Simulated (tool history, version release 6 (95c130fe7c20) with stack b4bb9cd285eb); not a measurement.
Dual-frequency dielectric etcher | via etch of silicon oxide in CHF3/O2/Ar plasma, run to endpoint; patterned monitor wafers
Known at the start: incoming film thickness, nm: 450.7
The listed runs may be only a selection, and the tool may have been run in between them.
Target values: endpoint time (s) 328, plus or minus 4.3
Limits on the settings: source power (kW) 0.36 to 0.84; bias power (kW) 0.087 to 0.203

run	hour	source power (kW)	bias power (kW)	endpoint time (s)
1	0	0.6	0.145	249.65
2	2.7	0.55	0.145	264.45
3	11.4	0.65	0.145	238.63
4	20	0.59	0.141	257.1
5	21.7	0.54	0.139	271.41
6	29.6	0.5	0.138	286.87
7	34	0.47	0.138	300.37
8	42.6	0.45	0.138	309.95
9	45.8	0.44	0.138	318.79
10	51	0.43	0.138	322.69

Pick the move, out of 4, that brings all results within their allowed miss; only one does.
A	56.2	0.42	0.152	?
B	56.2	0.46	0.117	?
C	56.2	0.41	0.159	?
D	56.2	0.51	0.112	?

move	endpoint time (s)
A	315.55
B	329.18
C	315.65
D	311.02
A: the biggest miss grows against the last run
B: every result lands within tolerance
C: the biggest miss grows against the last run
D: the biggest miss grows against the last run
Move B is the one to make.
